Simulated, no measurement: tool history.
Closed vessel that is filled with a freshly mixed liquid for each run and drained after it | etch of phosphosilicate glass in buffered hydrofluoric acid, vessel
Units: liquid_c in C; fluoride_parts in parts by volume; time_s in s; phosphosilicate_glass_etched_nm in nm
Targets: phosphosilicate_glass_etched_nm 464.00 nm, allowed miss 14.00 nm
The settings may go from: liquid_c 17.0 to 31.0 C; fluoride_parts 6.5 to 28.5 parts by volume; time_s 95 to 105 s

| run | hour | liquid_c | fluoride_parts | time_s | phosphosilicate_glass_etched_nm |
|---|---|---|---|---|---|
| 1 | 0.0 | 23.0 | 17.5 | 95 | 375.73 |
| 2 | 4.1 | 23.0 | 17.5 | 95 | 375.59 |
| 3 | 12.5 | 21.5 | 17.5 | 95 | 340.30 |
| 4 | 18.4 | 21.5 | 22.0 | 95 | 278.65 |
| 5 | 26.2 | 21.5 | 22.0 | 105 | 311.67 |
| 6 | 27.0 | 22.5 | 22.0 | 105 | 323.62 |
| 7 | 35.6 | 22.5 | 22.0 | 105 | 322.00 |
| 8 | 36.4 | 24.0 | 22.0 | 105 | 349.49 |
| 9 | 37.5 | 24.0 | 22.0 | 105 | 351.75 |
| 10 | 44.2 | 28.0 | 21.5 | 105 | 439.25 |

4 next moves are on the table. One of them brings every result within its allowed miss. Which?
| A | 50.9 | 28.0 | 20.5 | 105 | ? |
| B | 50.9 | 30.0 | 24.5 | 100 | ? |
| C | 50.9 | 28.0 | 24.0 | 105 | ? |
| D | 50.9 | 28.5 | 23.0 | 105 | ? |

| move | phosphosilicate_glass_etched_nm |
|---|---|
| A | 458.78 |
| B | 430.17 |
| C | 411.81 |
| D | 435.48 |
A: meets every target
B: further off than the last run
C: further off than the last run
D: further off than the last run
Answer: A

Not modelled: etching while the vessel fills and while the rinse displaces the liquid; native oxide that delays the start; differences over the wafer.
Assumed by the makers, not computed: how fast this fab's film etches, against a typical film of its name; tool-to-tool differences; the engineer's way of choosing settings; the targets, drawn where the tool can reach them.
